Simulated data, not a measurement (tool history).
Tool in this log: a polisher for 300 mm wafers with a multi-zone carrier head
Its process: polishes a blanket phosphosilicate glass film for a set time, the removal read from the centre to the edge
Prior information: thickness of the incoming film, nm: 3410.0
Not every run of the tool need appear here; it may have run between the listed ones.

run  hour  flow of slurry (ml/min)  pressure of the head's centre zone  pressure of the head's middle zone  pressure of the head's edge zone  abrasive content of the slurry  polishing time (s)  film removed at the wafer's centre (Å)  film removed at mid-radius (Å)  film removed at the wafer's edge (Å)
  1   0.0                      185                                1.00                                1.00                              1.00                            1.00                  31                                  3071.7                          3119.2                                3037.5
  2   3.6                      185                                1.00                                1.00                              1.00                            0.80                  31                                  2668.4                          2737.9                                2592.1
  3   9.8                      185                                1.00                                1.00                              0.94                            0.80                  31                                  2641.1                          2672.2                                2531.5
  4  15.6                      190                                0.99                                1.00                              0.96                            0.80                  31                                  2645.3                          2735.5                                2555.9
  5  22.4                      195                                0.98                                1.00                              0.98                            0.80                  31                                  2653.4                          2747.7                                2603.6
  6  27.4                      200                                0.97                                1.01                              1.00                            0.80                  31                                  2596.0                          2732.4                                2626.4
  7  31.1                      200                                0.97                                1.02                              1.01                            0.80                  31                                  2633.2                          2832.2                                2651.0
  8  38.2                      205                                0.97                                1.02                              1.02                            0.80                  31                                  2622.6                          2828.2                                2684.1
  9  39.3                      210                                0.97                                1.03                              1.03                            0.80                  31                                  2655.7                          2807.9                                2691.2
 10  41.3                      215                                0.88                                1.13                              1.12                            0.95                  31                                  2675.8                          3445.6                                3208.4
 11  49.5                      215                                0.88                                1.12                              1.11                            0.95                  31                                  2692.0                          3409.6                                3219.7
 12  51.4                      215                                0.88                                1.12                              1.10                            0.95                  31                                  2651.4                          3363.1                                3201.3
 13  54.9                      215                                0.88                                1.12                              1.09                            0.95                  31                                  2706.1                          3351.1                                3153.9

For run 14, what comes out?
 14  59.5                      215                                0.88                                1.12                              1.08                            0.95                  31                                       ?                               ?                                     ?

film removed at the wafer's centre (Å): 2704.7
film removed at mid-radius (Å): 3468.2
film removed at the wafer's edge (Å): 3088.7

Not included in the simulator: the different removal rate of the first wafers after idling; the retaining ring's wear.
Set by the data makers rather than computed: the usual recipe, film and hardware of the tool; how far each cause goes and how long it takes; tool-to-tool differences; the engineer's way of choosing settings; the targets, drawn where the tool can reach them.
